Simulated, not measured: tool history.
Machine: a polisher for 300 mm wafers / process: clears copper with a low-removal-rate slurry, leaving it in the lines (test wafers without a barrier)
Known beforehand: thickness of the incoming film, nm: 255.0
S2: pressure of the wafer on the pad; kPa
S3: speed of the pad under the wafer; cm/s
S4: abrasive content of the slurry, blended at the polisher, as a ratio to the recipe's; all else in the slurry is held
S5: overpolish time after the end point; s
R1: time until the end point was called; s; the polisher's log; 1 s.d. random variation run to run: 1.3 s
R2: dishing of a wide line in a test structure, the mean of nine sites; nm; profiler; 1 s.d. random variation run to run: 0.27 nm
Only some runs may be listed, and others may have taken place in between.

{"run": 1, "hour": 0.0, "flow of slurry (ml/min)": 255, "S2": 20, "S3": 110, "S4": 1, "S5": 21, "R1": 85.083, "R2": 36.77}
{"run": 2, "hour": 5.3, "flow of slurry (ml/min)": 255, "S2": 20, "S3": 110, "S4": 1, "S5": 13, "R1": 84.516, "R2": 24.709}
{"run": 3, "hour": 11.4, "flow of slurry (ml/min)": 255, "S2": 19.3, "S3": 110, "S4": 1, "S5": 12, "R1": 91.491, "R2": 22.547}
{"run": 4, "hour": 13.2, "flow of slurry (ml/min)": 255, "S2": 19.3, "S3": 110, "S4": 1.1, "S5": 12, "R1": 86.64, "R2": 23.186}
{"run": 5, "hour": 21.6, "flow of slurry (ml/min)": 255, "S2": 19.3, "S3": 124, "S4": 1.1, "S5": 12, "R1": 78.477, "R2": 25.894}
{"run": 6, "hour": 27.2, "flow of slurry (ml/min)": 300, "S2": 19.3, "S3": 124, "S4": 1.1, "S5": 12, "R1": 75.958, "R2": 26.184}

Run 7, settings as shown, results not yet in. Your forecast:
{"run": 7, "hour": 30.5, "flow of slurry (ml/min)": 305, "S2": 17.9, "S3": 124, "S4": 1.1, "S5": 11, "R1": "?", "R2": "?"}

{"run 7": {"R1": 83.753, "R2": 22.947}}

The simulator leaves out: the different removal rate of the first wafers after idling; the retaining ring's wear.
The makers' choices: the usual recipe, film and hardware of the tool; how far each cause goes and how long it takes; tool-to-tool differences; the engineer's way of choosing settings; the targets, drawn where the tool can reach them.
